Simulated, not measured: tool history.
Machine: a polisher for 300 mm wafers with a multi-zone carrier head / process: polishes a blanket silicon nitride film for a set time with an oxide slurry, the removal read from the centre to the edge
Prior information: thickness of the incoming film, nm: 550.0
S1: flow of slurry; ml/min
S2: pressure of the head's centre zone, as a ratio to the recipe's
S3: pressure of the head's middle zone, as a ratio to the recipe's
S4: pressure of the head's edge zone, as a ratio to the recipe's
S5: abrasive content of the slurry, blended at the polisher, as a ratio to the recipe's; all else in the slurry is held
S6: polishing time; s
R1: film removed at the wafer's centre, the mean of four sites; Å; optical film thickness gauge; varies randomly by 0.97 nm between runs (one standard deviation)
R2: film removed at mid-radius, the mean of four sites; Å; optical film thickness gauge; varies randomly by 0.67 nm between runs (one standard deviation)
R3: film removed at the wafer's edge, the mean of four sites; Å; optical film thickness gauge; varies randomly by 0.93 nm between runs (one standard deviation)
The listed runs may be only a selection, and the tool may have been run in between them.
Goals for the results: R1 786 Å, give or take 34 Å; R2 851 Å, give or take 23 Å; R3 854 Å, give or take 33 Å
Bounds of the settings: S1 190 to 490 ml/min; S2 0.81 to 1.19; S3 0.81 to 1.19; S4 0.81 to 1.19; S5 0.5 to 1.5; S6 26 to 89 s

| run | hour | S1 | S2 | S3 | S4 | S5 | S6 | R1 | R2 | R3 |
|---|---|---|---|---|---|---|---|---|---|---|
| 1 | 0 | 315 | 1 | 1 | 1 | 1 | 57 | 568.07 | 570.05 | 589.1 |
| 2 | 5.8 | 315 | 1 | 1 | 1.04 | 1 | 57 | 556.63 | 582.46 | 600.26 |
| 3 | 7.6 | 320 | 1.02 | 1.01 | 1.07 | 1.15 | 58 | 635.37 | 633.92 | 652.43 |
| 4 | 10.7 | 320 | 1 | 1.02 | 1.09 | 1.25 | 60 | 675.22 | 689.96 | 728.62 |
| 5 | 11.3 | 325 | 1 | 1.05 | 1.11 | 1.3 | 60 | 675.21 | 710.88 | 751.41 |
| 6 | 15.4 | 325 | 1 | 1.05 | 1.11 | 1.3 | 52 | 582.73 | 614.33 | 649.2 |
| 7 | 22.7 | 330 | 1.01 | 1.08 | 1.12 | 1.35 | 55 | 627.7 | 674.13 | 693.65 |
| 8 | 27.4 | 335 | 1.02 | 1.09 | 1.13 | 1.4 | 57 | 682.05 | 720.63 | 744.01 |
| 9 | 30.4 | 360 | 1.04 | 1.18 | 1.19 | 1.5 | 60 | 759.05 | 819.99 | 812.71 |
| 10 | 31.1 | 360 | 1.04 | 1.18 | 1.19 | 1.5 | 61 | 789.09 | 828.08 | 824.61 |

Which of these 4 next moves meets every target?
| A | 31.8 | 375 | 0.98 | 1 | 1.19 | 1.5 | 64 | ? | ? | ? |
| B | 31.8 | 355 | 1.03 | 1.03 | 1.19 | 1.45 | 65 | ? | ? | ? |
| C | 31.8 | 405 | 1.08 | 1.18 | 1.13 | 1.45 | 60 | ? | ? | ? |
| D | 31.8 | 370 | 1.03 | 1.17 | 1.16 | 1.5 | 63 | ? | ? | ? |

| move | R1 | R2 | R3 |
|---|---|---|---|
| A | 764.3 | 781.23 | 876.84 |
| B | 799.38 | 792.95 | 875.47 |
| C | 782.06 | 803.97 | 792.31 |
| D | 788.68 | 844.76 | 849.62 |
A: further off than the last run
B: further off than the last run
C: further off than the last run
D: in spec on every target
The right move is D.
